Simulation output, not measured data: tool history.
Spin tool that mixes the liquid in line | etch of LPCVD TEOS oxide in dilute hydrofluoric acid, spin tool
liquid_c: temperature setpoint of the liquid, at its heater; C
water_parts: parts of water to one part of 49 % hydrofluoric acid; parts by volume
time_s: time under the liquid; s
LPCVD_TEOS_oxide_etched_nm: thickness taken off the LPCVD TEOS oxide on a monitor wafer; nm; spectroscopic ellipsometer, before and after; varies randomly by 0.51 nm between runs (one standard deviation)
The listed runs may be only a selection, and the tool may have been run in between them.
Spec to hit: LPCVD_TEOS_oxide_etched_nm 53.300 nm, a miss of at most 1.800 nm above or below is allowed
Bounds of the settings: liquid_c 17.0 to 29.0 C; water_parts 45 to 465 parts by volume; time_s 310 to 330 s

run	day	liquid_c	water_parts	time_s	LPCVD_TEOS_oxide_etched_nm
1	0.000	21.0	255	310	23.110
2	0.038	22.0	255	310	23.624
3	0.158	24.0	215	310	32.296
4	0.429	22.0	215	310	29.986
5	0.617	22.0	215	310	30.120
6	0.783	18.5	215	310	26.176
7	1.050	21.5	195	310	32.679
8	1.121	23.5	180	310	39.057
9	1.346	25.0	175	310	42.979

5 candidate next runs follow, results not yet known. Just one meets every target within its allowed miss. Identify it.
A	1.571	24.0	140	330	?
B	1.571	28.0	160	330	?
C	1.571	25.0	155	330	?
D	1.571	29.0	160	330	?
E	1.571	26.0	145	315	?

move	LPCVD_TEOS_oxide_etched_nm
A	56.564
B	56.134
C	52.159
D	58.204
E	55.922
A: takes the result that was furthest off past its target
B: takes the result that was furthest off past its target
C: every result lands within tolerance
D: takes the result that was furthest off past its target
E: takes the result that was furthest off past its target
Correct choice: C, which meets every target

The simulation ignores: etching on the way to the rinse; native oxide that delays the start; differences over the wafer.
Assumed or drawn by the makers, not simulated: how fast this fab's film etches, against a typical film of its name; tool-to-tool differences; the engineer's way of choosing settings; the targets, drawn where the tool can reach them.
